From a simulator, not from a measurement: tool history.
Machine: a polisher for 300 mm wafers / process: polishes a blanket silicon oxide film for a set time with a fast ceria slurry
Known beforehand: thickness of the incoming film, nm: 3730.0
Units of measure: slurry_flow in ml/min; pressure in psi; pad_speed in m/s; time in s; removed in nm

run,day,slurry_flow,pressure,pad_speed,time,removed
1,0,270,2.5,1.16,26,415.18
2,0.188,275,2.9,1.16,26,473.72
3,0.404,275,2.3,1.16,26,384.81
4,0.546,275,2.3,0.96,26,323.99
5,0.746,280,2.8,1.04,26,412.57
6,0.804,280,2.5,1.04,26,375.65
7,0.9,280,2.5,1.04,26,377.31
8,1.121,300,2.9,1.08,26,449.62
9,1.442,300,3.6,1.22,26,614.15

Run 10, settings as shown, results not yet in. Your forecast:
10,1.604,300,3.7,1.24,26,?

removed: 632.48 nm

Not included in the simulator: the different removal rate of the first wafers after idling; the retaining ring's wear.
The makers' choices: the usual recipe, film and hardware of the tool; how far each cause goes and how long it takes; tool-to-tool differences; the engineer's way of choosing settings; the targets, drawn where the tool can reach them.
